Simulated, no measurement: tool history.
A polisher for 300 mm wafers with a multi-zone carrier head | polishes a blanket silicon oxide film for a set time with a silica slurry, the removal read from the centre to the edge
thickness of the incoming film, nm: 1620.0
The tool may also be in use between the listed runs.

run,hour,flow of slurry (ml/min),pressure of the head's centre zone,pressure of the head's middle zone,pressure of the head's edge zone,abrasive content of the slurry,polishing time (s),film removed at the wafer's centre (Å),film removed at mid-radius (Å),film removed at the wafer's edge (Å)
1,0,300,1,1,1,1,45,1901.5,1874.3,1922.7
2,0.9,290,0.95,0.95,1.01,0.9,45,1695,1654.8,1826
3,9.8,290,0.95,0.95,1.05,0.9,45,1701.7,1687.2,1866.4
4,13.6,290,1.04,0.95,1.05,0.9,45,1864.2,1718.2,1891.9
5,18.4,290,1.04,0.95,1.05,1.1,45,2094.8,1877.1,2074.1
6,26.6,290,1.04,0.95,1,1.1,45,2082,1832.1,2016.9
7,28.6,280,0.97,0.92,1,0.95,45,1766.4,1658.4,1888.9
8,31.5,275,0.93,0.9,0.98,0.85,45,1604.1,1557.2,1761.7
9,33.9,270,0.9,0.87,0.98,0.8,45,1492.1,1508.2,1690.6
10,42.6,250,0.88,0.81,1.08,0.6,43,1205.2,1097.6,1434.5
11,43.6,265,0.87,0.84,1.09,0.65,43,1216.7,1200.7,1529.6
12,52.5,280,0.88,0.85,1.09,0.65,43,1248.4,1209.7,1541.6
13,61.2,290,0.88,0.86,1.09,0.65,43,1249.5,1241.4,1525.4
14,64.8,290,0.88,0.87,1.1,0.65,43,1230.2,1260.3,1545.3

Run 15 comes next. What will it give?
15,69.3,305,0.91,0.89,1.12,0.7,43,?,?,?

Run 15 gave film removed at the wafer's centre (Å) 1341.6, film removed at mid-radius (Å) 1338.3, film removed at the wafer's edge (Å) 1630.8.
